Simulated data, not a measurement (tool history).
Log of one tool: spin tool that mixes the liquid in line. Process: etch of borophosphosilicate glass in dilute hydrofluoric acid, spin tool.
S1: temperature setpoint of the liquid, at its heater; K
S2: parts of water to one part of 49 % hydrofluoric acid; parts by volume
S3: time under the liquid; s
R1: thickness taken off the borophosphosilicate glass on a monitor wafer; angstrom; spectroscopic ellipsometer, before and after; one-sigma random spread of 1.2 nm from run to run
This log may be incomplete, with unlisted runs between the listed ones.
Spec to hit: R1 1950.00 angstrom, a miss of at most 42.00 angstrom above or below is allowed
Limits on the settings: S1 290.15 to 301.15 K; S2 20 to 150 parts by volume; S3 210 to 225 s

| run | hour | S1 | S2 | S3 | R1 |
|---|---|---|---|---|---|
| 1 | 0.0 | 293.15 | 85 | 210 | 911.42 |
| 2 | 1.8 | 293.15 | 105 | 210 | 721.10 |
| 3 | 4.0 | 293.15 | 130 | 210 | 568.20 |
| 4 | 6.9 | 295.65 | 100 | 210 | 845.40 |
|  | 8.3 | hydrofluoric acid flow meter replaced |
| 5 | 8.3 | 297.15 | 80 | 210 | 1308.00 |
| 6 | 11.8 | 298.65 | 80 | 210 | 1377.10 |
| 7 | 15.0 | 299.65 | 75 | 210 | 1548.70 |
| 8 | 19.8 | 300.15 | 70 | 210 | 1699.90 |
| 9 | 27.9 | 301.15 | 60 | 210 | 2089.70 |
| 10 | 34.3 | 300.65 | 60 | 210 | 2047.80 |
| 11 | 36.1 | 300.15 | 60 | 210 | 2008.90 |

Below are 5 possible settings for the next run. Only one of them brings all results inside the allowed miss of their targets. Which is it?
| A | 37.9 | 300.65 | 60 | 210 | ? |
| B | 37.9 | 299.65 | 60 | 225 | ? |
| C | 37.9 | 300.15 | 65 | 210 | ? |
| D | 37.9 | 299.65 | 60 | 210 | ? |
| E | 37.9 | 299.15 | 55 | 210 | ? |

| move | R1 |
|---|---|
| A | 2016.00 |
| B | 2075.60 |
| C | 1811.50 |
| D | 1937.20 |
| E | 2085.70 |
A: the biggest miss grows against the last run
B: the biggest miss grows against the last run
C: moves the result that the last run missed by most past its target, out the other side
D: each result inside its tolerance
E: the biggest miss grows against the last run
D meets every target.
